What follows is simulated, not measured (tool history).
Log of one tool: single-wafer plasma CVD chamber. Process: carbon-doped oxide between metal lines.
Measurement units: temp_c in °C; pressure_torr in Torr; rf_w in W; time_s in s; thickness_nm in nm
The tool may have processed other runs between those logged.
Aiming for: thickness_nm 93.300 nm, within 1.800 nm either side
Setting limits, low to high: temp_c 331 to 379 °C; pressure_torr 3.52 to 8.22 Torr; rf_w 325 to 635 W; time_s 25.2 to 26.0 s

{"run": 1, "hour": 0.0, "temp_c": 355, "pressure_torr": 5.87, "rf_w": 480, "time_s": 25.2, "thickness_nm": 124.49}
{"run": 2, "hour": 1.3, "temp_c": 355, "pressure_torr": 5.87, "rf_w": 480, "time_s": 25.2, "thickness_nm": 123.45}
{"run": 3, "hour": 2.6, "temp_c": 355, "pressure_torr": 5.87, "rf_w": 480, "time_s": 26.0, "thickness_nm": 128.5}
{"run": 4, "hour": 11.2, "temp_c": 357, "pressure_torr": 5.73, "rf_w": 465, "time_s": 25.9, "thickness_nm": 123.75}
{"run": 5, "hour": 16.4, "temp_c": 358, "pressure_torr": 5.59, "rf_w": 450, "time_s": 25.9, "thickness_nm": 118.28}
{"run": 6, "hour": 22.9, "temp_c": 359, "pressure_torr": 5.4, "rf_w": 445, "time_s": 25.9, "thickness_nm": 115.55}
{"run": 7, "hour": 23.9, "temp_c": 360, "pressure_torr": 5.2, "rf_w": 440, "time_s": 25.9, "thickness_nm": 113.85}
{"run": 8, "hour": 27.2, "temp_c": 361, "pressure_torr": 5.03, "rf_w": 435, "time_s": 25.9, "thickness_nm": 111.86}
{"run": 9, "hour": 30.3, "temp_c": 362, "pressure_torr": 4.88, "rf_w": 430, "time_s": 25.9, "thickness_nm": 109.05}
{"run": 10, "hour": 37.6, "temp_c": 363, "pressure_torr": 4.74, "rf_w": 425, "time_s": 25.9, "thickness_nm": 107.5}
{"run": 11, "hour": 41.9, "temp_c": 363, "pressure_torr": 4.74, "rf_w": 425, "time_s": 25.9, "thickness_nm": 106.35}
{"run": 12, "hour": 43.9, "temp_c": 364, "pressure_torr": 4.62, "rf_w": 425, "time_s": 25.9, "thickness_nm": 105.98}

Pick the move, out of 5, that brings all results within their allowed miss; only one does.
{"run": "A", "hour": 45.9, "temp_c": 367, "pressure_torr": 4.14, "rf_w": 395, "time_s": 25.2, "thickness_nm": "?"}
{"run": "B", "hour": 45.9, "temp_c": 354, "pressure_torr": 4.7, "rf_w": 445, "time_s": 26.0, "thickness_nm": "?"}
{"run": "C", "hour": 45.9, "temp_c": 377, "pressure_torr": 5.1, "rf_w": 415, "time_s": 25.2, "thickness_nm": "?"}
{"run": "D", "hour": 45.9, "temp_c": 370, "pressure_torr": 4.12, "rf_w": 380, "time_s": 25.2, "thickness_nm": "?"}
{"run": "E", "hour": 45.9, "temp_c": 365, "pressure_torr": 3.52, "rf_w": 390, "time_s": 25.2, "thickness_nm": "?"}

move=A thickness_nm=93.606
move=B thickness_nm=115.850
move=C thickness_nm=100.170
move=D thickness_nm=88.860
move=E thickness_nm=90.660
A: in spec on every target
B: misses by more than the last run did
C: closes in on the targets versus the last run, not all within tolerance yet
D: takes the biggest miss from the last run beyond its target
E: takes the biggest miss from the last run beyond its target
A is the move that brings every result within its allowed miss.
